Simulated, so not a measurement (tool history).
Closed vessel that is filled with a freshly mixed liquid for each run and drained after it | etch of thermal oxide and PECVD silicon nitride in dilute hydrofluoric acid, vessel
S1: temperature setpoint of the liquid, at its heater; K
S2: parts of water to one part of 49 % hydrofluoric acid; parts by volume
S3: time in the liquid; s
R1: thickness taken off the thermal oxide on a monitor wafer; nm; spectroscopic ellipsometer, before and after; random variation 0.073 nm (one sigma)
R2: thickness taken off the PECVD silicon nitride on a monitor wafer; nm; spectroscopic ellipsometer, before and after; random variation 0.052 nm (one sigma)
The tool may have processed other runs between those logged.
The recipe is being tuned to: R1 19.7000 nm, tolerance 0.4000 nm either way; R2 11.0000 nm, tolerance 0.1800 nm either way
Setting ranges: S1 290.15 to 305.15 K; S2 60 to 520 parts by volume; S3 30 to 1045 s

Run 1, day 0.000: S1 297.15 K, S2 290 parts by volume, S3 535 s. Result: R1 6.7849 nm, R2 4.6645 nm.
Run 2, day 0.233: S1 297.15 K, S2 290 parts by volume, S3 700 s. Result: R1 8.8942 nm, R2 6.0861 nm.
Run 3, day 0.338: S1 297.15 K, S2 235 parts by volume, S3 700 s. Result: R1 11.5590 nm, R2 7.4179 nm.
Run 4, day 0.708: S1 297.15 K, S2 325 parts by volume, S3 700 s. Result: R1 7.6464 nm, R2 5.4221 nm.
Run 5, day 1.096: S1 297.15 K, S2 265 parts by volume, S3 675 s. Result: R1 9.5434 nm, R2 6.3856 nm.
Run 6, day 1.388: S1 297.15 K, S2 195 parts by volume, S3 675 s. Result: R1 14.0640 nm, R2 8.6687 nm.
Run 7, day 1.500: S1 297.15 K, S2 90 parts by volume, S3 595 s. Result: R1 30.3020 nm, R2 16.3980 nm.
Run 8, day 1.583: S1 295.15 K, S2 160 parts by volume, S3 685 s. Result: R1 16.6670 nm, R2 9.3581 nm.
Run 9, day 1.625: S1 295.65 K, S2 155 parts by volume, S3 675 s. Result: R1 17.4540 nm, R2 9.8645 nm.
Run 10, day 1.762: S1 295.65 K, S2 150 parts by volume, S3 665 s. Result: R1 17.6470 nm, R2 9.9973 nm.
Run 11, day 1.954: S1 295.65 K, S2 145 parts by volume, S3 655 s. Result: R1 18.2970 nm, R2 10.3400 nm.

Exercise: of the 5 proposed moves below, exactly one satisfies all targets within the stated allowed misses. Which move is it?
Run A, day 2.146: S1 294.65 K, S2 135 parts by volume, S3 680 s. Result: R1 ?, R2 ?.
Run B, day 2.146: S1 294.15 K, S2 135 parts by volume, S3 720 s. Result: R1 ?, R2 ?.
Run C, day 2.146: S1 298.65 K, S2 85 parts by volume, S3 340 s. Result: R1 ?, R2 ?.
Run D, day 2.146: S1 297.15 K, S2 150 parts by volume, S3 665 s. Result: R1 ?, R2 ?.
Run E, day 2.146: S1 299.15 K, S2 165 parts by volume, S3 635 s. Result: R1 ?, R2 ?.

move       R1       R2
   A  19.7260  10.6620
   B  20.4760  10.9200
   C  19.4800  10.9500
   D  18.8160  11.0690
   E  17.3080  10.9220
A: better than the last run, though not everything is in spec
B: puts the biggest miss on target and leaves a different result outside tolerance
C: every result within its allowed miss
D: puts the biggest miss on target and leaves a different result outside tolerance
E: puts the biggest miss on target and leaves a different result outside tolerance
Correct choice: C, which meets every target

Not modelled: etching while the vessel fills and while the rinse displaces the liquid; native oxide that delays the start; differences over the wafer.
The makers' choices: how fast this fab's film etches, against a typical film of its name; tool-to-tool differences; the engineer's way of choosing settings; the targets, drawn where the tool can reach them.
